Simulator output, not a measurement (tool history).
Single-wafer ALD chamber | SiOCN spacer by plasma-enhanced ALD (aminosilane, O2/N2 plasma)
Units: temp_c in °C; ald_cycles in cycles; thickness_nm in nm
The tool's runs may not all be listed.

run	hour	temp_c	ald_cycles	thickness_nm
1	0	385	90	5.3289
2	3.9	385	83	4.9189
3	12.3	377	83	4.9134
4	19	377	79	4.6861
5	22.7	377	76	4.498
6	24.5	377	74	4.4423
7	25.1	377	72	4.304
8	33.7	377	70	4.1762
9	38.1	377	69	4.1218

The next listed run, before its measurement:
10	45.7	377	68	?

{"run 10": {"thickness_nm": 4.0525}}
